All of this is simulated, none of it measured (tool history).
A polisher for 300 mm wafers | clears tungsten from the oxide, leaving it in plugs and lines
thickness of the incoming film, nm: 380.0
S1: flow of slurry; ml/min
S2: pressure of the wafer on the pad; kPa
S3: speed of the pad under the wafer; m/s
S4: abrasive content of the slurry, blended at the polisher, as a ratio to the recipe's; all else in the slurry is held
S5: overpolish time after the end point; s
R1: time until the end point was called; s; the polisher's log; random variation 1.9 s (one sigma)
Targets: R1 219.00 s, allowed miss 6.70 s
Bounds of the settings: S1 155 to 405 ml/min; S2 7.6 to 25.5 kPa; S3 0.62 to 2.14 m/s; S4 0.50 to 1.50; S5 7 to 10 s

run 1 day=0.000 | S1=260 S2=16.5 S3=1.38 S4=1.00 S5=10 | R1=106.68
run 2 day=0.138 | S1=260 S2=14.5 S3=1.34 S4=1.00 S5=10 | R1=125.29
run 3 day=0.358 | S1=260 S2=13.1 S3=1.30 S4=1.00 S5=10 | R1=139.75
run 4 day=0.588 | S1=260 S2=13.1 S3=1.30 S4=1.00 S5=7 | R1=141.18
run 5 day=0.767 | S1=260 S2=13.1 S3=1.44 S4=1.00 S5=7 | R1=127.88
run 6 day=0.983 | S1=260 S2=11.7 S3=1.38 S4=1.00 S5=7 | R1=148.73
run 7 day=1.008 | S1=260 S2=11.0 S3=1.36 S4=1.00 S5=7 | R1=159.21
run 8 day=1.125 | S1=260 S2=10.3 S3=1.34 S4=1.00 S5=7 | R1=173.73
run 9 day=1.150 | S1=260 S2=9.7 S3=1.34 S4=1.00 S5=7 | R1=183.81
run 10 day=1.400 | S1=255 S2=7.6 S3=1.28 S4=1.00 S5=7 | R1=241.18

5 next moves are on the table. One of them brings every result within its allowed miss. Which?
run A day=1.650 | S1=250 S2=7.6 S3=1.48 S4=1.10 S5=7 | R1=?
run B day=1.650 | S1=275 S2=7.6 S3=1.50 S4=1.05 S5=8 | R1=?
run C day=1.650 | S1=295 S2=9.0 S3=1.24 S4=0.90 S5=10 | R1=?
run D day=1.650 | S1=175 S2=7.6 S3=1.62 S4=0.95 S5=7 | R1=?
run E day=1.650 | S1=220 S2=7.6 S3=1.44 S4=1.35 S5=7 | R1=?

move=A R1=207.06
move=B R1=204.75
move=C R1=217.78
move=D R1=207.86
move=E R1=204.58
A: takes the result that was furthest off past its target
B: takes the result that was furthest off past its target
C: meets every target
D: takes the result that was furthest off past its target
E: takes the result that was furthest off past its target
The right move is C.
